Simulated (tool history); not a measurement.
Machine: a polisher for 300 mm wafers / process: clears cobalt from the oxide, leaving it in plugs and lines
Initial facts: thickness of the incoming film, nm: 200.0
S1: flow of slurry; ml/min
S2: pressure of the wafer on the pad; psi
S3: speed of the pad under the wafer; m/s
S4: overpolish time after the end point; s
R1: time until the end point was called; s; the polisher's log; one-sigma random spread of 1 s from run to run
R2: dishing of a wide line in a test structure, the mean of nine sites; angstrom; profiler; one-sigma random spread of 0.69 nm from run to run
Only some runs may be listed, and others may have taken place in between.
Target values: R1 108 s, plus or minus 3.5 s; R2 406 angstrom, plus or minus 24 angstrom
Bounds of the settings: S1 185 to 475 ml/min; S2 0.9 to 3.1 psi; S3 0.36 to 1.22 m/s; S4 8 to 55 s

{"run": 1, "day": 0.0, "S1": 305, "S2": 2, "S3": 0.78, "S4": 28, "R1": 58.905, "R2": 467.5}
{"run": 2, "day": 0.192, "S1": 305, "S2": 2, "S3": 0.62, "S4": 28, "R1": 75.081, "R2": 448.31}
{"run": 3, "day": 0.225, "S1": 305, "S2": 2, "S3": 0.7, "S4": 28, "R1": 65.839, "R2": 440.73}
{"run": 4, "day": 0.375, "S1": 305, "S2": 1.9, "S3": 0.7, "S4": 29, "R1": 70.607, "R2": 445.36}
{"run": 5, "day": 0.421, "S1": 330, "S2": 1.9, "S3": 0.7, "S4": 29, "R1": 70.41, "R2": 464.57}
{"run": 6, "day": 0.562, "S1": 330, "S2": 2.3, "S3": 0.7, "S4": 29, "R1": 58.029, "R2": 475.73}
{"run": 7, "day": 0.825, "S1": 330, "S2": 2.1, "S3": 0.7, "S4": 29, "R1": 63.265, "R2": 463.26}
{"run": 8, "day": 0.942, "S1": 330, "S2": 2, "S3": 0.7, "S4": 29, "R1": 66.311, "R2": 448.06}
{"run": 9, "day": 1.0, "S1": 330, "S2": 1.9, "S3": 0.7, "S4": 30, "R1": 68.974, "R2": 454.98}
{"run": 10, "day": 1.329, "S1": 330, "S2": 1.8, "S3": 0.7, "S4": 30, "R1": 73.473, "R2": 456.89}
{"run": 11, "day": 1.621, "S1": 330, "S2": 1.7, "S3": 0.7, "S4": 30, "R1": 77.255, "R2": 440.04}
{"run": 12, "day": 1.867, "S1": 330, "S2": 1.7, "S3": 0.7, "S4": 30, "R1": 76.504, "R2": 437.01}
{"run": 13, "day": 2.042, "S1": 330, "S2": 1.6, "S3": 0.7, "S4": 31, "R1": 81.703, "R2": 419.44}
{"run": 14, "day": 2.333, "S1": 330, "S2": 1.5, "S3": 0.7, "S4": 32, "R1": 86.943, "R2": 428.14}
{"run": 15, "day": 2.7, "S1": 330, "S2": 1.3, "S3": 0.7, "S4": 33, "R1": 99.988, "R2": 405.01}
{"day": 2.771, "done": "head pressure recalibrated"}
{"run": 16, "day": 2.771, "S1": 320, "S2": 1.2, "S3": 0.7, "S4": 35, "R1": 119.03, "R2": 390.88}

Exercise: of the 5 proposed moves below, exactly one satisfies all targets within the stated allowed misses. Which move is it?
{"run": "A", "day": 2.842, "S1": 300, "S2": 1.6, "S3": 0.5, "S4": 38, "R1": "?", "R2": "?"}
{"run": "B", "day": 2.842, "S1": 320, "S2": 1.2, "S3": 0.64, "S4": 34, "R1": "?", "R2": "?"}
{"run": "C", "day": 2.842, "S1": 290, "S2": 1.1, "S3": 0.74, "S4": 37, "R1": "?", "R2": "?"}
{"run": "D", "day": 2.842, "S1": 330, "S2": 1.3, "S3": 0.72, "S4": 34, "R1": "?", "R2": "?"}
{"run": "E", "day": 2.842, "S1": 210, "S2": 1.5, "S3": 0.58, "S4": 34, "R1": "?", "R2": "?"}

move=A R1=126.21 R2=408
move=B R1=130.38 R2=378.7
move=C R1=124.25 R2=405.62
move=D R1=107.52 R2=416.68
move=E R1=121.72 R2=392.11
A: lands further from the targets than the last run did
B: lands further from the targets than the last run did
C: lands further from the targets than the last run did
D: meets every target
E: lands further from the targets than the last run did
The move that meets every target is D.
